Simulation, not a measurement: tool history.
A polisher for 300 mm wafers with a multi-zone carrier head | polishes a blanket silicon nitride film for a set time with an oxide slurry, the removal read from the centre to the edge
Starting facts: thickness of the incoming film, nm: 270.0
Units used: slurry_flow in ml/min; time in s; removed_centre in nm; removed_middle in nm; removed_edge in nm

Run 1, day 0: slurry_flow 125 ml/min, centre_zone 1, middle_zone 1, edge_zone 1, slurry_solids 1, time 68 s. Result: removed_centre 26.477 nm, removed_middle 25.579 nm, removed_edge 26.159 nm.
Run 2, day 0.3: slurry_flow 125 ml/min, centre_zone 1, middle_zone 1, edge_zone 1.04, slurry_solids 1, time 68 s. Result: removed_centre 25.943 nm, removed_middle 25.673 nm, removed_edge 26.48 nm.
Run 3, day 0.583: slurry_flow 115 ml/min, centre_zone 0.97, middle_zone 0.97, edge_zone 1, slurry_solids 0.85, time 63 s. Result: removed_centre 20.181 nm, removed_middle 20.498 nm, removed_edge 21.165 nm.
Run 4, day 0.883: slurry_flow 115 ml/min, centre_zone 0.97, middle_zone 0.97, edge_zone 1, slurry_solids 1, time 63 s. Result: removed_centre 22.953 nm, removed_middle 22.414 nm, removed_edge 23.611 nm.
Run 5, day 0.988: slurry_flow 115 ml/min, centre_zone 0.97, middle_zone 0.97, edge_zone 1, slurry_solids 1, time 52 s. Result: removed_centre 18.673 nm, removed_middle 19.015 nm, removed_edge 19.745 nm.
Run 6, day 1.346: slurry_flow 115 ml/min, centre_zone 0.97, middle_zone 0.97, edge_zone 1.06, slurry_solids 1, time 52 s. Result: removed_centre 18.575 nm, removed_middle 19.015 nm, removed_edge 20.088 nm.
Run 7, day 1.517: slurry_flow 110 ml/min, centre_zone 0.96, middle_zone 0.93, edge_zone 1.01, slurry_solids 0.9, time 52 s. Result: removed_centre 16.981 nm, removed_middle 16.372 nm, removed_edge 18.367 nm.

Expected results for the next run?
Run 8, day 1.883: slurry_flow 105 ml/min, centre_zone 0.95, middle_zone 0.92, edge_zone 0.96, slurry_solids 0.85, time 52 s. Result: removed_centre ?, removed_middle ?, removed_edge ?.

Run 8 gave removed_centre 15.775 nm, removed_middle 15.699 nm, removed_edge 16.82 nm.
